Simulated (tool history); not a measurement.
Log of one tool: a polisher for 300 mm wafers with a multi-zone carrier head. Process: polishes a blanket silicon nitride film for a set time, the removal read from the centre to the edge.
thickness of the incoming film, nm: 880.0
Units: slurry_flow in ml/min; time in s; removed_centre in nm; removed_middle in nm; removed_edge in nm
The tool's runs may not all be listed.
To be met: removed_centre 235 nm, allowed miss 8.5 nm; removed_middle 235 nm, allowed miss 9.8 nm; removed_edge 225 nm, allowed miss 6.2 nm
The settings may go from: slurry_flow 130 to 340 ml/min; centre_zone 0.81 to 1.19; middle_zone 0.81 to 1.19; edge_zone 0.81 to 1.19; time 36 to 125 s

run,hour,slurry_flow,centre_zone,middle_zone,edge_zone,time,removed_centre,removed_middle,removed_edge
1,0,220,1,1,1,80,160.46,150.88,159.37
2,2.1,260,1,1,1,80,162.2,158.73,163.52
3,2.9,260,1.04,1,1,80,168.51,158.04,161.75
4,11.8,260,1.04,1,1.08,80,173.98,157.52,168.64
5,15.4,260,1.04,1.05,1.08,80,170.24,167.78,165.65
6,22.3,260,1.04,1.1,1.08,80,168.78,171.64,166.61
7,23.6,265,1.05,1.1,1.09,83,179.08,179.54,173.36
8,28.5,270,1.05,1.1,1.1,86,183.81,184.08,183.26
9,30.4,275,1.06,1.11,1.11,88,193.92,187.97,191.89
10,35.6,280,1.06,1.12,1.09,90,201.03,198.18,191.68

4 next moves are on the table. One of them brings every result within its allowed miss. Which?
A,40.8,295,1.08,1.16,1.12,103,?,?,?
B,40.8,290,0.98,0.95,1.19,108,?,?,?
C,40.8,270,1.07,1.09,1.06,78,?,?,?
D,40.8,245,1.13,0.81,1.19,94,?,?,?

move,removed_centre,removed_middle,removed_edge
A,234.81,237.95,222.86
B,222.39,210.17,241.37
C,173.85,168.9,162.93
D,217.61,156.62,206.95
A: meets every target
B: takes the result that was furthest off past its target
C: further off than the last run
D: further off than the last run
Answer: A
